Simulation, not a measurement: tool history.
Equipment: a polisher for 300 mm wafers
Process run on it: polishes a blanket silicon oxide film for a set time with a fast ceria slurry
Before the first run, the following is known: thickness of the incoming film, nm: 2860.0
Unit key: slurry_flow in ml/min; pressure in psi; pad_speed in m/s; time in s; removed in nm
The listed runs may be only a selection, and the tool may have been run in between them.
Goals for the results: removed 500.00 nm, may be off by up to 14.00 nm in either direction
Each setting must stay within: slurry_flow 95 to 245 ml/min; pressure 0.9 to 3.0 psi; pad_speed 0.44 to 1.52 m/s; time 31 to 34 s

run 1 hour=0.0 | slurry_flow=155 pressure=1.9 pad_speed=0.98 time=34 | removed=380.42
run 2 hour=6.4 | slurry_flow=125 pressure=1.9 pad_speed=0.98 time=34 | removed=380.14
run 3 hour=15.3 | slurry_flow=125 pressure=1.9 pad_speed=0.90 time=34 | removed=348.30
run 4 hour=21.7 | slurry_flow=125 pressure=1.9 pad_speed=0.72 time=34 | removed=280.06
run 5 hour=27.2 | slurry_flow=125 pressure=2.0 pad_speed=0.72 time=34 | removed=291.82
run 6 hour=29.8 | slurry_flow=125 pressure=2.0 pad_speed=0.58 time=34 | removed=240.01
run 7 hour=37.7 | slurry_flow=125 pressure=2.1 pad_speed=0.60 time=34 | removed=259.76
-- hour=38.8 slurry nozzle cleaned
run 8 hour=38.8 | slurry_flow=125 pressure=2.2 pad_speed=0.62 time=34 | removed=287.56
run 9 hour=39.7 | slurry_flow=125 pressure=2.3 pad_speed=0.62 time=34 | removed=296.30
run 10 hour=47.2 | slurry_flow=125 pressure=2.4 pad_speed=0.64 time=34 | removed=325.90
run 11 hour=49.5 | slurry_flow=125 pressure=2.5 pad_speed=0.64 time=34 | removed=336.82
run 12 hour=51.5 | slurry_flow=125 pressure=2.6 pad_speed=0.66 time=34 | removed=358.16

Pick the move, out of 5, that brings all results within their allowed miss; only one does.
run A hour=53.5 | slurry_flow=120 pressure=2.4 pad_speed=0.44 time=31 | removed=?
run B hour=53.5 | slurry_flow=140 pressure=1.8 pad_speed=0.60 time=31 | removed=?
run C hour=53.5 | slurry_flow=155 pressure=2.5 pad_speed=0.98 time=33 | removed=?
run D hour=53.5 | slurry_flow=115 pressure=1.9 pad_speed=0.64 time=31 | removed=?
run E hour=53.5 | slurry_flow=140 pressure=2.6 pad_speed=0.50 time=34 | removed=?

move=A removed=208.15
move=B removed=214.33
move=C removed=508.75
move=D removed=235.28
move=E removed=282.90
A: the biggest miss grows against the last run
B: the biggest miss grows against the last run
C: meets every target
D: the biggest miss grows against the last run
E: the biggest miss grows against the last run
Move C is the one to make.
